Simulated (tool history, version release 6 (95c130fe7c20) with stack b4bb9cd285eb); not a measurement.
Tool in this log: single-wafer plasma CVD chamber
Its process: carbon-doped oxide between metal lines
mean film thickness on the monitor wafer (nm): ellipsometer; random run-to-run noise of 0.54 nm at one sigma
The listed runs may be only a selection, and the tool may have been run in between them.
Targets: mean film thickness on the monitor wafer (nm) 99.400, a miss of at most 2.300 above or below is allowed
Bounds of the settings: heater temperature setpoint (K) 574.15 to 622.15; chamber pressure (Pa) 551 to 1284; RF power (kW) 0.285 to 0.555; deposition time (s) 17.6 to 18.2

run    day  heater temperature setpoint (K)  chamber pressure (Pa)  RF power (kW)  deposition time (s)  mean film thickness on the monitor wafer (nm)
  1  0.000                           598.15                    917          0.420                 17.6                                         83.985
  2  0.029                           608.15                    917          0.420                 17.6                                         83.184
  3  0.050                           608.15                    917          0.420                 17.6                                         82.108
  4  0.104                           607.15                    924          0.430                 17.6                                         84.141
  5  0.183                           607.15                    928          0.440                 17.6                                         85.741
  6  0.517                           607.15                    928          0.460                 17.6                                         90.209
  7  0.821                           607.15                    932          0.465                 17.6                                         89.923
  8  1.154                           607.15                    935          0.470                 17.6                                         91.346
  9  1.529                           607.15                    939          0.475                 17.6                                         92.559
 10  1.679                           607.15                    944          0.480                 17.6                                         92.921
 11  1.779                           607.15                    947          0.485                 17.6                                         93.729
 12  1.967                           607.15                    948          0.490                 17.6                                         94.574
 13  2.071                           607.15                    949          0.495                 17.6                                         95.435
 14  2.150                           607.15                    951          0.495                 17.6                                         94.781
 15  2.192                           607.15                    951          0.500                 17.6                                         96.447
 16  2.321                           607.15                    952          0.500                 17.6                                         95.316

Which one of the following 4 next-run settings gets every result inside its allowed miss? There is exactly one.
  A  2.450                           617.15                    903          0.545                 17.8                                              ?
  B  2.450                           615.15                    996          0.480                 17.6                                              ?
  C  2.450                           616.15                    989          0.480                 18.0                                              ?
  D  2.450                           612.15                    715          0.520                 17.9                                              ?

move  mean film thickness on the monitor wafer (nm)
   A                                         99.858
   B                                         90.841
   C                                         92.564
   D                                         93.986
A: every result within its allowed miss
B: moves away from the targets compared with the last run
C: moves away from the targets compared with the last run
D: moves away from the targets compared with the last run
Correct choice: A, which meets every target
